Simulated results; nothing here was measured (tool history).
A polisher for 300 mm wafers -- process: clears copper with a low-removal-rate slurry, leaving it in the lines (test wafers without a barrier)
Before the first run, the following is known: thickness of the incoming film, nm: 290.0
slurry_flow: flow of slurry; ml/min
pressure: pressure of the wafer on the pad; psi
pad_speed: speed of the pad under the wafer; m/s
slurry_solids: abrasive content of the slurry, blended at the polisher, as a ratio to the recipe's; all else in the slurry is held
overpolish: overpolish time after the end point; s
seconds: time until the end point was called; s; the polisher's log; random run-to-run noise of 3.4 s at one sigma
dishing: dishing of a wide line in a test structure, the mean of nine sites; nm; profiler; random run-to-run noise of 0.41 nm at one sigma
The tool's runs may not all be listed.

run  hour  slurry_flow  pressure  pad_speed  slurry_solids  overpolish  seconds  dishing
  1     0          255       2.6       1.18              1          26   106.85   25.803
  2     5          255       2.6       1.06              1          26   118.58   24.589
  3   6.5          255       2.2       1.02              1          31   139.98   24.403
  4  15.3          255       2.2       1.02              1          20   144.77   19.725
  5  16.8          255       1.9       0.98              1          27   164.69   20.912
  6  23.6          255       1.9       0.86              1          27   194.49   19.794
  7  30.7          255       1.9       0.86              1          27   195.47   19.827
  8  39.2          255       1.8       0.84              1          32   211.96   19.741

What does the tool deliver on the next run?
  9  45.8          255       1.8       0.84              1          37        ?        ?

{"run 9": {"seconds": 200.89, "dishing": 21.891}}
